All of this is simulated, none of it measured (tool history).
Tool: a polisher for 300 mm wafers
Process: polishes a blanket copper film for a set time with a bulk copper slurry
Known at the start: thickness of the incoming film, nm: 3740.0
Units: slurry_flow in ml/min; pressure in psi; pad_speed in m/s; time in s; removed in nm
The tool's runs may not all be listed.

run  hour  slurry_flow  pressure  pad_speed  slurry_solids  time  removed
  1   0.0          165       1.8       1.38           1.00    70   580.21
  2   8.6          165       1.8       1.04           1.00    70   462.67
  3  14.2          165       1.9       1.04           1.00    70   487.21
  4  21.8          165       2.0       1.04           1.00    70   494.99
  5  29.1          165       2.0       1.04           0.85    70   470.80
  6  30.1          165       2.0       0.80           0.85    70   401.42

Forecast run 7:
  7  31.0          185       2.5       0.96           0.85    70        ?

{"run 7": {"removed": 526.4}}
